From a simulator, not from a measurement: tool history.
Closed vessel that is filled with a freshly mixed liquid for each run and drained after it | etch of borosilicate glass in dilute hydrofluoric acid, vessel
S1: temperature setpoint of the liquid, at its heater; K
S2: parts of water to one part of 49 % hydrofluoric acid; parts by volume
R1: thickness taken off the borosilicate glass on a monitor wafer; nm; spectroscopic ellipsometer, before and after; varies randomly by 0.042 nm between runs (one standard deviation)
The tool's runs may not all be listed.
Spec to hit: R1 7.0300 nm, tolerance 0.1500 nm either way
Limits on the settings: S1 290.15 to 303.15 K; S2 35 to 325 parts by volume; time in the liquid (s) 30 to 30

{"run": 1, "hour": 0.0, "S1": 295.15, "S2": 180, "time in the liquid (s)": 30, "R1": 3.4804}
{"run": 2, "hour": 5.5, "S1": 297.65, "S2": 160, "time in the liquid (s)": 30, "R1": 4.4506}
{"run": 3, "hour": 14.2, "S1": 299.65, "S2": 150, "time in the liquid (s)": 30, "R1": 5.1517}
{"run": 4, "hour": 15.3, "S1": 300.65, "S2": 140, "time in the liquid (s)": 30, "R1": 5.8321}
{"run": 5, "hour": 19.3, "S1": 302.65, "S2": 140, "time in the liquid (s)": 30, "R1": 6.2675}
{"run": 6, "hour": 23.1, "S1": 300.15, "S2": 140, "time in the liquid (s)": 30, "R1": 5.6754}
{"run": 7, "hour": 29.2, "S1": 301.15, "S2": 135, "time in the liquid (s)": 30, "R1": 6.2114}
{"run": 8, "hour": 30.7, "S1": 301.15, "S2": 135, "time in the liquid (s)": 30, "R1": 6.257}
{"run": 9, "hour": 35.8, "S1": 301.65, "S2": 135, "time in the liquid (s)": 30, "R1": 6.334}
{"run": 10, "hour": 39.2, "S1": 302.15, "S2": 135, "time in the liquid (s)": 30, "R1": 6.367}
{"run": 11, "hour": 44.4, "S1": 302.65, "S2": 130, "time in the liquid (s)": 30, "R1": 6.8349}
{"hour": 47.4, "done": "hydrofluoric acid flow meter replaced"}
{"run": 12, "hour": 47.4, "S1": 303.15, "S2": 130, "time in the liquid (s)": 30, "R1": 7.9337}
{"run": 13, "hour": 54.0, "S1": 301.15, "S2": 130, "time in the liquid (s)": 30, "R1": 7.3617}

5 candidate next runs follow, results not yet known. Just one meets every target within its allowed miss. Identify it.
{"run": "A", "hour": 60.6, "S1": 293.65, "S2": 95, "time in the liquid (s)": 30, "R1": "?"}
{"run": "B", "hour": 60.6, "S1": 301.65, "S2": 125, "time in the liquid (s)": 30, "R1": "?"}
{"run": "C", "hour": 60.6, "S1": 303.15, "S2": 130, "time in the liquid (s)": 30, "R1": "?"}
{"run": "D", "hour": 60.6, "S1": 301.15, "S2": 125, "time in the liquid (s)": 30, "R1": "?"}
{"run": "E", "hour": 60.6, "S1": 301.15, "S2": 135, "time in the liquid (s)": 30, "R1": "?"}

move=A R1=7.7681
move=B R1=7.7833
move=C R1=7.8574
move=D R1=7.6394
move=E R1=6.9829
A: the biggest miss grows against the last run
B: the biggest miss grows against the last run
C: the biggest miss grows against the last run
D: the biggest miss grows against the last run
E: every result within its allowed miss
Correct choice: E, which meets every target
